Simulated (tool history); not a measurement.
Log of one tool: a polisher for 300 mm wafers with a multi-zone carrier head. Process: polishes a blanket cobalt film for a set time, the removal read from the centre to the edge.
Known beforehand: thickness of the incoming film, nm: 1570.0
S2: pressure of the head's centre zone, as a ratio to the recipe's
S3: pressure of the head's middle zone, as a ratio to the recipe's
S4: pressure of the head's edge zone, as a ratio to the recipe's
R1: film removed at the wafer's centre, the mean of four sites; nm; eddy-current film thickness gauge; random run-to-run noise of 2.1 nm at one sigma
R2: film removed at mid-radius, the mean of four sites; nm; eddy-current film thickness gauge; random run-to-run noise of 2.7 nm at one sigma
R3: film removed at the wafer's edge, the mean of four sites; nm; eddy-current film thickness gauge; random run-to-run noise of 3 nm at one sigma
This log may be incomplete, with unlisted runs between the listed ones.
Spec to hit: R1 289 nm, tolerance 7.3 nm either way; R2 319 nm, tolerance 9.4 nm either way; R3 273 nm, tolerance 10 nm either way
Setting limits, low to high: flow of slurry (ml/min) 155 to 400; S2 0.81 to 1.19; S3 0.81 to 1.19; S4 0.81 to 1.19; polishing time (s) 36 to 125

run 1 hour=0 | flow_of_slurry_(ml/min)=255 S2=1 S3=1 S4=1 polishing_time_(s)=80 | R1=391.18 R2=384.05 R3=382.08
run 2 hour=2.9 | flow_of_slurry_(ml/min)=255 S2=1.06 S3=1 S4=1 polishing_time_(s)=80 | R1=414.72 R2=383.85 R3=379.48
run 3 hour=9.7 | flow_of_slurry_(ml/min)=255 S2=1.04 S3=1.01 S4=0.97 polishing_time_(s)=76 | R1=385.96 R2=377.05 R3=355.69
run 4 hour=13.5 | flow_of_slurry_(ml/min)=255 S2=1.04 S3=0.94 S4=0.97 polishing_time_(s)=76 | R1=384.4 R2=346.9 R3=359.25
run 5 hour=19.3 | flow_of_slurry_(ml/min)=255 S2=1.04 S3=0.94 S4=0.97 polishing_time_(s)=91 | R1=461.44 R2=420.23 R3=426.46
run 6 hour=28.1 | flow_of_slurry_(ml/min)=255 S2=1.04 S3=0.94 S4=0.97 polishing_time_(s)=75 | R1=379.5 R2=341.53 R3=352.95
run 7 hour=35.1 | flow_of_slurry_(ml/min)=250 S2=1.02 S3=0.96 S4=0.94 polishing_time_(s)=72 | R1=353.17 R2=334.26 R3=336.63
run 8 hour=38.7 | flow_of_slurry_(ml/min)=270 S2=1 S3=1.06 S4=0.84 polishing_time_(s)=56 | R1=275.52 R2=284.05 R3=247.84
run 9 hour=42.1 | flow_of_slurry_(ml/min)=275 S2=1 S3=1.07 S4=0.87 polishing_time_(s)=56 | R1=275.94 R2=289.53 R3=253.74

Exactly one of the 4 candidate moves below puts every result within its allowed miss. Which one?
run A hour=45.5 | flow_of_slurry_(ml/min)=270 S2=0.96 S3=1.14 S4=0.93 polishing_time_(s)=59 | R1=? R2=? R3=?
run B hour=45.5 | flow_of_slurry_(ml/min)=240 S2=0.99 S3=1.13 S4=0.91 polishing_time_(s)=60 | R1=? R2=? R3=?
run C hour=45.5 | flow_of_slurry_(ml/min)=255 S2=1.04 S3=1.13 S4=0.86 polishing_time_(s)=57 | R1=? R2=? R3=?
run D hour=45.5 | flow_of_slurry_(ml/min)=250 S2=0.94 S3=1 S4=0.88 polishing_time_(s)=57 | R1=? R2=? R3=?

move=A R1=277.23 R2=321.01 R3=268.69
move=B R1=287.45 R2=320.59 R3=268.42
move=C R1=288.71 R2=306.16 R3=249.54
move=D R1=260 R2=275.54 R3=252.25
A: gets the furthest-off result to its target, but another result is out of tolerance
B: meets every target
C: closes in on the targets versus the last run, not all within tolerance yet
D: its largest miss is bigger than the last run's
Correct choice: B, which meets every target
